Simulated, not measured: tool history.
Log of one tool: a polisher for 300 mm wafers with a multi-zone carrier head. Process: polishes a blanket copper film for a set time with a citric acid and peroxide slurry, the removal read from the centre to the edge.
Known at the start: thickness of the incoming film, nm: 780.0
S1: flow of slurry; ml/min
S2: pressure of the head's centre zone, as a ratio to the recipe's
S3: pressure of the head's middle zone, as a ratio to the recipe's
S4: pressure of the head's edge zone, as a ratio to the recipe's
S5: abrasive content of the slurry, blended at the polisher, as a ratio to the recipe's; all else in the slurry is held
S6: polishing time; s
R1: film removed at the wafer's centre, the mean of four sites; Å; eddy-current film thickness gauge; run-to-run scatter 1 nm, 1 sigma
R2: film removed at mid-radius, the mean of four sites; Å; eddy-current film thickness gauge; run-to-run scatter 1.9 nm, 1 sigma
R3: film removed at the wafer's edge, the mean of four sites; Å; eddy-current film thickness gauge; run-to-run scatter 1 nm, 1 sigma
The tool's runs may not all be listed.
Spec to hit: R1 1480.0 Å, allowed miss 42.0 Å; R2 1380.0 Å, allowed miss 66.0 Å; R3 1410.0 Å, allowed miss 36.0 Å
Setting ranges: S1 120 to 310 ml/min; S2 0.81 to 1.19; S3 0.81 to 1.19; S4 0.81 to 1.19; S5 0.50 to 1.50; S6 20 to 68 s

run	hour	S1	S2	S3	S4	S5	S6	R1	R2	R3
1	0.0	200	1.00	1.00	1.00	1.00	44	1235.7	1206.9	1258.6
2	0.8	200	1.00	1.04	1.00	1.00	44	1243.4	1251.1	1265.0
3	5.0	210	1.02	1.05	1.02	1.00	44	1279.2	1280.2	1264.7
4	9.2	240	1.02	1.05	1.02	1.00	44	1292.5	1326.9	1264.9
5	15.0	240	1.02	1.11	1.02	1.00	44	1288.1	1347.1	1266.9
6	17.9	240	1.02	1.08	1.02	1.00	44	1268.9	1355.9	1275.0
7	20.0	280	1.12	1.01	1.12	1.05	44	1450.6	1311.8	1350.7
8	27.4	280	1.12	1.02	1.13	1.05	44	1470.2	1315.8	1376.8
9	34.5	280	1.12	1.03	1.13	1.05	44	1436.6	1330.2	1372.1

Consider the 5 candidate settings below. Which is the only one whose results all fall within their allowed miss of target?
A	41.6	295	1.10	1.05	1.11	1.10	45	?	?	?
B	41.6	270	1.06	1.05	1.16	1.35	43	?	?	?
C	41.6	290	1.17	1.03	1.15	1.00	46	?	?	?
D	41.6	260	1.03	1.02	1.19	0.95	47	?	?	?
E	41.6	290	1.10	0.98	1.14	1.00	42	?	?	?

move	R1	R2	R3
A	1471.2	1402.4	1412.4
B	1396.5	1383.0	1427.0
C	1570.4	1383.8	1444.1
D	1384.9	1378.5	1478.8
E	1347.0	1212.0	1313.5
A: every result within its allowed miss
B: gets the furthest-off result to its target, but another result is out of tolerance
C: gets the furthest-off result to its target, but another result is out of tolerance
D: takes the biggest miss from the last run beyond its target
E: its largest miss is bigger than the last run's
Answer: A
